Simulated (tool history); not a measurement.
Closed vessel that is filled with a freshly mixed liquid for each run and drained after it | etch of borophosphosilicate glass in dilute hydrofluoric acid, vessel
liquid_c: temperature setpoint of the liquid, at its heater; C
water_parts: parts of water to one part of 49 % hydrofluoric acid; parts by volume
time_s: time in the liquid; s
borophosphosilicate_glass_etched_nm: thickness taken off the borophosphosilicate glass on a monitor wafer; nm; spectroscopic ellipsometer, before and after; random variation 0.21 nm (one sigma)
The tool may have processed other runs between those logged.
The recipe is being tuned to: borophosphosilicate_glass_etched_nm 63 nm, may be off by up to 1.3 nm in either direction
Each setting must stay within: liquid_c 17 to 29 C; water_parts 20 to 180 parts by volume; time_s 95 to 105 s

| run | hour | liquid_c | water_parts | time_s | borophosphosilicate_glass_etched_nm |
|---|---|---|---|---|---|
| 1 | 0 | 21 | 100 | 95 | 33.728 |
| 2 | 5.2 | 21 | 100 | 95 | 33.949 |
| 3 | 7.1 | 23.5 | 100 | 95 | 37.697 |
| 4 | 10.5 | 23.5 | 100 | 105 | 41.342 |
| 5 | 11.3 | 25.5 | 100 | 105 | 44.697 |
| 6 | 18.4 | 26 | 95 | 105 | 48.495 |
| 7 | 22.4 | 26.5 | 95 | 105 | 49.474 |
| 8 | 27.8 | 27 | 95 | 105 | 50.505 |
| 9 | 28.3 | 28 | 85 | 105 | 58.951 |
| 10 | 32.4 | 28.5 | 85 | 105 | 60.158 |
| 11 | 35.2 | 29 | 85 | 105 | 61.562 |
| 12 | 41.1 | 29 | 80 | 105 | 65.871 |
| 13 | 43.4 | 28.5 | 80 | 105 | 64.644 |

Below are 5 possible settings for the next run. Only one of them brings all results inside the allowed miss of their targets. Which is it?
| A | 45.7 | 29 | 80 | 105 | ? |
| B | 45.7 | 29 | 75 | 100 | ? |
| C | 45.7 | 26.5 | 70 | 100 | ? |
| D | 45.7 | 26 | 70 | 105 | ? |
| E | 45.7 | 29 | 80 | 100 | ? |

| move | borophosphosilicate_glass_etched_nm |
|---|---|
| A | 65.896 |
| B | 67.387 |
| C | 65.859 |
| D | 67.785 |
| E | 62.758 |
A: the biggest miss grows against the last run
B: the biggest miss grows against the last run
C: the biggest miss grows against the last run
D: the biggest miss grows against the last run
E: hits every target within its allowed miss
The move that meets every target is E.
